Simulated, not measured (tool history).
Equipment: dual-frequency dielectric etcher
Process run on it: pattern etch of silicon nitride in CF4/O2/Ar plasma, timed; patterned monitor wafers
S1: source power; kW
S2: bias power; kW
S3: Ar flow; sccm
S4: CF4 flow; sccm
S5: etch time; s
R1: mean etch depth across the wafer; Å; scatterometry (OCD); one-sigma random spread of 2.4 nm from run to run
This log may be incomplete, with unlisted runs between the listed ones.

| run | hour | S1 | S2 | S3 | S4 | S5 | R1 |
|---|---|---|---|---|---|---|---|
| 1 | 0 | 0.47 | 0.04 | 123 | 119 | 283.5 | 5050.3 |
| 2 | 1.6 | 0.47 | 0.044 | 123 | 119 | 283.5 | 5159.2 |
| 3 | 9.4 | 0.49 | 0.044 | 123 | 119 | 283.5 | 5445.4 |
| 4 | 11.7 | 0.5 | 0.044 | 123 | 119 | 283.5 | 5583.1 |
| 5 | 15.6 | 0.5 | 0.044 | 123 | 103 | 283.5 | 5426.8 |
| 6 | 20.7 | 0.5 | 0.044 | 123 | 103 | 261.5 | 4986.1 |

Forecast run 7:
| 7 | 24 | 0.6 | 0.045 | 122 | 104 | 261.5 | ? |

R1: 6074 Å
